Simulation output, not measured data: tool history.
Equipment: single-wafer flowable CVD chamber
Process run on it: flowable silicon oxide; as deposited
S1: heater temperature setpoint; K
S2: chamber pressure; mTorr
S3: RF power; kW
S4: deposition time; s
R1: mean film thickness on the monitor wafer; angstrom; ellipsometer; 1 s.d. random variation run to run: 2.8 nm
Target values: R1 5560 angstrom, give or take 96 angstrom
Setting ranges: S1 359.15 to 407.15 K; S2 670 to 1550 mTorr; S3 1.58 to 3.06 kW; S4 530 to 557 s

| run | day | S1 | S2 | S3 | S4 | R1 |
|---|---|---|---|---|---|---|
| 1 | 0 | 383.15 | 1110 | 2.32 | 557 | 3709.9 |
| 2 | 0.325 | 379.15 | 1110 | 2.32 | 557 | 4313.7 |
| 3 | 0.7 | 377.15 | 1110 | 2.32 | 557 | 4639.7 |
| 4 | 1.046 | 377.15 | 930 | 2.32 | 557 | 3977 |
| 5 | 1.296 | 377.15 | 930 | 2.32 | 530 | 3781.5 |
| 6 | 1.5 | 382.15 | 930 | 2.32 | 530 | 3136.5 |
| 7 | 1.696 | 377.15 | 930 | 2.32 | 530 | 3785.3 |
| 8 | 1.804 | 374.15 | 930 | 2.32 | 530 | 4243.4 |
| 9 | 1.933 | 372.15 | 930 | 2.32 | 530 | 4588 |
| 10 | 2.117 | 370.15 | 930 | 2.32 | 530 | 4958.6 |
| 11 | 2.4 | 369.15 | 930 | 2.32 | 530 | 5149.8 |
| 12 | 2.775 | 368.15 | 930 | 2.32 | 530 | 5360.9 |

Pick the move, out of 4, that brings all results within their allowed miss; only one does.
| A | 3.15 | 368.15 | 1010 | 2.625 | 530 | ? |
| B | 3.15 | 368.15 | 940 | 1.835 | 557 | ? |
| C | 3.15 | 368.15 | 1020 | 2.075 | 547 | ? |
| D | 3.15 | 367.15 | 930 | 2.32 | 535 | ? |

| move | R1 |
|---|---|
| A | 5907.6 |
| B | 5285.1 |
| C | 5850 |
| D | 5632.7 |
A: the result that was furthest off in the last run now lies on the other side of its target
B: misses by more than the last run did
C: the result that was furthest off in the last run now lies on the other side of its target
D: all results land within tolerance of their targets
Go with D: it meets all targets.
